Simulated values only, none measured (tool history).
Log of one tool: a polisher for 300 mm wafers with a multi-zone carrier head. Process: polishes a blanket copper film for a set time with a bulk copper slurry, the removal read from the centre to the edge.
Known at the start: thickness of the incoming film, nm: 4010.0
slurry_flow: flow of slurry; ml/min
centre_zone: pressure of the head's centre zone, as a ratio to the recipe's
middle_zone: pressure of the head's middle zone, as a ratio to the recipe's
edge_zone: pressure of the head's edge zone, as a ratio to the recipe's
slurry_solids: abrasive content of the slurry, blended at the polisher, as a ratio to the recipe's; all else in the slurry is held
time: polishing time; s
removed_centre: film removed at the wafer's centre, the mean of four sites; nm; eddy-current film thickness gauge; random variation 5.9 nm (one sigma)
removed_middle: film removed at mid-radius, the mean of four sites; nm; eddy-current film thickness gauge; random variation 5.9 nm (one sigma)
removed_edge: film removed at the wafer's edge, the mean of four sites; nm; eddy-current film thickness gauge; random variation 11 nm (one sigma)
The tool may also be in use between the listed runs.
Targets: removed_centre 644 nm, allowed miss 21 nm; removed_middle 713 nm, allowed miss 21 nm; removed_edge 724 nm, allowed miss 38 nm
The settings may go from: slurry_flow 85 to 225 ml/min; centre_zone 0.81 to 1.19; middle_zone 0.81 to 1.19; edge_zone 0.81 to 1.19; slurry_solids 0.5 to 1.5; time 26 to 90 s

Run 1, hour 0: slurry_flow 145 ml/min, centre_zone 1, middle_zone 1, edge_zone 1, slurry_solids 1, time 58 s. Result: removed_centre 579.74 nm, removed_middle 599.24 nm, removed_edge 595.3 nm.
Run 2, hour 3.2: slurry_flow 145 ml/min, centre_zone 1, middle_zone 1, edge_zone 1.07, slurry_solids 1, time 58 s. Result: removed_centre 594.09 nm, removed_middle 598.29 nm, removed_edge 597.13 nm.
Run 3, hour 8.2: slurry_flow 155 ml/min, centre_zone 0.96, middle_zone 0.99, edge_zone 1.08, slurry_solids 1.15, time 59 s. Result: removed_centre 614.58 nm, removed_middle 633.16 nm, removed_edge 664.18 nm.
Run 4, hour 11.8: slurry_flow 155 ml/min, centre_zone 1.03, middle_zone 0.99, edge_zone 1.08, slurry_solids 1.15, time 59 s. Result: removed_centre 653.43 nm, removed_middle 637.74 nm, removed_edge 655.48 nm.
Run 5, hour 19.7: slurry_flow 165 ml/min, centre_zone 1, middle_zone 1.01, edge_zone 1.09, slurry_solids 1.2, time 59 s. Result: removed_centre 649.15 nm, removed_middle 664.05 nm, removed_edge 660.06 nm.
Run 6, hour 22.3: slurry_flow 165 ml/min, centre_zone 1, middle_zone 0.95, edge_zone 1.09, slurry_solids 1.2, time 59 s. Result: removed_centre 638.29 nm, removed_middle 625.27 nm, removed_edge 676.31 nm.
Run 7, hour 27: slurry_flow 175 ml/min, centre_zone 0.97, middle_zone 0.97, edge_zone 1.1, slurry_solids 1.25, time 59 s. Result: removed_centre 639.62 nm, removed_middle 639.73 nm, removed_edge 686.4 nm.
Run 8, hour 30: slurry_flow 175 ml/min, centre_zone 0.95, middle_zone 0.99, edge_zone 1.11, slurry_solids 1.3, time 59 s. Result: removed_centre 619.2 nm, removed_middle 667.63 nm, removed_edge 717.31 nm.
Run 9, hour 31.5: slurry_flow 180 ml/min, centre_zone 0.95, middle_zone 1, edge_zone 1.11, slurry_solids 1.3, time 59 s. Result: removed_centre 624.6 nm, removed_middle 662.86 nm, removed_edge 698.69 nm.
Run 10, hour 34.3: slurry_flow 180 ml/min, centre_zone 0.95, middle_zone 1.01, edge_zone 1.11, slurry_solids 1.35, time 59 s. Result: removed_centre 631.29 nm, removed_middle 683.6 nm, removed_edge 725.86 nm.
Run 11, hour 36.2: slurry_flow 185 ml/min, centre_zone 0.95, middle_zone 1.02, edge_zone 1.11, slurry_solids 1.35, time 59 s. Result: removed_centre 628.76 nm, removed_middle 684.23 nm, removed_edge 702.28 nm.

Which of these 5 next moves meets every target?
Run A, hour 38.1: slurry_flow 180 ml/min, centre_zone 0.92, middle_zone 0.99, edge_zone 1.03, slurry_solids 1.5, time 57 s. Result: removed_centre ?, removed_middle ?, removed_edge ?.
Run B, hour 38.1: slurry_flow 225 ml/min, centre_zone 1, middle_zone 1.03, edge_zone 1.15, slurry_solids 1.2, time 56 s. Result: removed_centre ?, removed_middle ?, removed_edge ?.
Run C, hour 38.1: slurry_flow 195 ml/min, centre_zone 0.88, middle_zone 0.93, edge_zone 1.18, slurry_solids 1.05, time 63 s. Result: removed_centre ?, removed_middle ?, removed_edge ?.
Run D, hour 38.1: slurry_flow 135 ml/min, centre_zone 0.91, middle_zone 0.91, edge_zone 1.14, slurry_solids 1.45, time 63 s. Result: removed_centre ?, removed_middle ?, removed_edge ?.
Run E, hour 38.1: slurry_flow 165 ml/min, centre_zone 0.94, middle_zone 1.02, edge_zone 1.08, slurry_solids 1.3, time 63 s. Result: removed_centre ?, removed_middle ?, removed_edge ?.

move  removed_centre  removed_middle  removed_edge
   A          611.84          663.18        669.89
   B          641.97          659.66        676.26
   C          606.37          651.18        741.16
   D          633.74          650.86        751.76
   E          661.05          720.13        728.32
A: further off than the last run
B: further off than the last run
C: further off than the last run
D: further off than the last run
E: meets every target
Move E is the one to make.

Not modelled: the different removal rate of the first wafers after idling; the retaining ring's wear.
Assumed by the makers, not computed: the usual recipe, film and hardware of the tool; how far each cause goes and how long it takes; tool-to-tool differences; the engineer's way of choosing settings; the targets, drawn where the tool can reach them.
